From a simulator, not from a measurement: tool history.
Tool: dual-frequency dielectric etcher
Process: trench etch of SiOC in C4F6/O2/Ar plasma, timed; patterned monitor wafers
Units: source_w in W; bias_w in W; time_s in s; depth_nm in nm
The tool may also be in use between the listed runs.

{"run": 1, "hour": 0.0, "source_w": 450, "bias_w": 153, "time_s": 26, "depth_nm": 53.904}
{"run": 2, "hour": 2.7, "source_w": 450, "bias_w": 153, "time_s": 26, "depth_nm": 54.115}
{"run": 3, "hour": 10.4, "source_w": 450, "bias_w": 163, "time_s": 26, "depth_nm": 55.579}
{"run": 4, "hour": 12.4, "source_w": 460, "bias_w": 164, "time_s": 26, "depth_nm": 55.938}
{"run": 5, "hour": 20.8, "source_w": 390, "bias_w": 164, "time_s": 26, "depth_nm": 51.965}
{"run": 6, "hour": 25.3, "source_w": 390, "bias_w": 146, "time_s": 26, "depth_nm": 49.533}

Run 7 comes next. What will it give?
{"run": 7, "hour": 29.0, "source_w": 400, "bias_w": 147, "time_s": 26, "depth_nm": "?"}

Run 7 gave depth_nm 50.594 nm.
